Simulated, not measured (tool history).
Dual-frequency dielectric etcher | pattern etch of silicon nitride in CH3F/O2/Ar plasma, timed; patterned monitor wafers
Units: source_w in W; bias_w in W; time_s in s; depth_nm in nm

run    day  source_w  bias_w  time_s  depth_nm
  1  0.000       280      66    26.5    16.679
  2  0.292       270      66    26.5    16.570
  3  0.538       270      66    24.5    15.333
  4  0.867       270      55    24.5    14.276
  5  0.946       230      55    24.5    12.979
  6  0.971       240      55    24.5    13.290
  7  1.008       250      55    24.5    13.692

Forecast run 8:
  8  1.042       270      55    24.5         ?

depth_nm: 14.213 nm
